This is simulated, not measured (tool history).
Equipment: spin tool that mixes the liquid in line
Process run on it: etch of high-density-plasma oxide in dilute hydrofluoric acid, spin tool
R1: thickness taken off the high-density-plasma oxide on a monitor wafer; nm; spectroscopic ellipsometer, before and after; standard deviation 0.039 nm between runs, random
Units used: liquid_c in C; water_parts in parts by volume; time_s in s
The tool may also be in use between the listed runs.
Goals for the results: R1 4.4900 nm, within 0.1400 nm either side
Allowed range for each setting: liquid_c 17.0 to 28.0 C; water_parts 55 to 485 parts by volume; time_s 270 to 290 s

run 1 hour=0.0 | liquid_c=20.0 water_parts=270 time_s=270 | R1=7.4708
run 2 hour=6.8 | liquid_c=20.0 water_parts=200 time_s=270 | R1=10.7900
run 3 hour=11.6 | liquid_c=20.0 water_parts=160 time_s=270 | R1=14.1320
run 4 hour=20.4 | liquid_c=20.0 water_parts=255 time_s=270 | R1=8.0250
run 5 hour=22.7 | liquid_c=19.5 water_parts=270 time_s=270 | R1=7.3306
run 6 hour=26.7 | liquid_c=19.5 water_parts=270 time_s=270 | R1=7.4070
run 7 hour=29.6 | liquid_c=19.0 water_parts=285 time_s=270 | R1=6.7096
run 8 hour=36.3 | liquid_c=18.5 water_parts=295 time_s=270 | R1=6.4072
run 9 hour=45.2 | liquid_c=18.5 water_parts=305 time_s=270 | R1=6.0464
run 10 hour=47.2 | liquid_c=18.5 water_parts=315 time_s=270 | R1=5.7959
run 11 hour=52.1 | liquid_c=18.5 water_parts=325 time_s=270 | R1=5.5801
run 12 hour=53.9 | liquid_c=18.5 water_parts=330 time_s=270 | R1=5.5746
run 13 hour=59.6 | liquid_c=18.5 water_parts=335 time_s=270 | R1=5.3764
run 14 hour=68.2 | liquid_c=18.5 water_parts=340 time_s=270 | R1=5.2526
run 15 hour=69.5 | liquid_c=18.5 water_parts=345 time_s=270 | R1=5.1579
run 16 hour=71.8 | liquid_c=18.5 water_parts=350 time_s=270 | R1=5.1092
run 17 hour=80.8 | liquid_c=18.5 water_parts=355 time_s=270 | R1=5.0101

Which one of the following 5 next-run settings gets every result inside its allowed miss? There is exactly one.
run A hour=89.8 | liquid_c=18.5 water_parts=350 time_s=275 | R1=?
run B hour=89.8 | liquid_c=17.0 water_parts=425 time_s=290 | R1=?
run C hour=89.8 | liquid_c=17.5 water_parts=330 time_s=270 | R1=?
run D hour=89.8 | liquid_c=19.0 water_parts=395 time_s=275 | R1=?
run E hour=89.8 | liquid_c=21.5 water_parts=420 time_s=290 | R1=?

move=A R1=5.1144
move=B R1=3.9645
move=C R1=5.2196
move=D R1=4.4461
move=E R1=4.7079
A: misses by more than the last run did
B: moves the result that the last run missed by most past its target, out the other side
C: misses by more than the last run did
D: every result within its allowed miss
E: closer than the last run, but not yet in spec
D is the move that brings every result within its allowed miss.

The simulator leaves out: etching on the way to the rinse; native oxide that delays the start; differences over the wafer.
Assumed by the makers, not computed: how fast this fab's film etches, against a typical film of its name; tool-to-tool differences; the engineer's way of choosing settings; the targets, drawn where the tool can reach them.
